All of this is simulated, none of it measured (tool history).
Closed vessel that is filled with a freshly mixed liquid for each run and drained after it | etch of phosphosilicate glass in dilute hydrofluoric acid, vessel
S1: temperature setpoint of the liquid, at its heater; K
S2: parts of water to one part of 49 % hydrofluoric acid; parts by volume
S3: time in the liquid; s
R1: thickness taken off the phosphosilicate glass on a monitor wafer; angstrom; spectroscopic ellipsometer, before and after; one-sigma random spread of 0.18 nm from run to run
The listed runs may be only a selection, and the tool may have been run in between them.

run,hour,S1,S2,S3,R1
1,0.0,298.15,290,30,165.28
2,3.1,299.65,290,30,176.49
3,3.8,299.65,290,30,176.80
4,4.7,297.15,290,30,162.21
# hour 7.3: thermometer replaced
5,7.3,297.15,230,30,230.63
6,10.5,297.15,190,30,290.71

Estimate the outcome of run 7 from the log above:
7,15.5,297.15,190,30,?

R1: 292.16 angstrom

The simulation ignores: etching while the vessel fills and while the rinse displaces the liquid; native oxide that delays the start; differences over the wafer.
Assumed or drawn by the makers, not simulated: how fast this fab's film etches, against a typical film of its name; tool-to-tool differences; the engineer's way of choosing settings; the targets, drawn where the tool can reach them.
